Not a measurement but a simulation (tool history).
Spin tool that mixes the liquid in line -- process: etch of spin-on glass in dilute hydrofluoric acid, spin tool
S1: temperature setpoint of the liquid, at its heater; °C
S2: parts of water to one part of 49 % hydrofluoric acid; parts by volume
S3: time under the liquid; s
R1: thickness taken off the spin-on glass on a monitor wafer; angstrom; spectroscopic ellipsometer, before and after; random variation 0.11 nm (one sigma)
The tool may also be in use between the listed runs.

run	hour	S1	S2	S3	R1
1	0.0	26.0	120	30	80.132
2	2.6	28.0	120	30	86.505
3	9.2	29.0	120	30	90.140
4	13.5	29.0	145	30	71.040
5	16.8	30.0	140	30	76.457
6	23.7	30.5	135	30	82.291

The next listed run, before its measurement:
7	29.3	31.0	130	30	?

R1: 86.356 angstrom
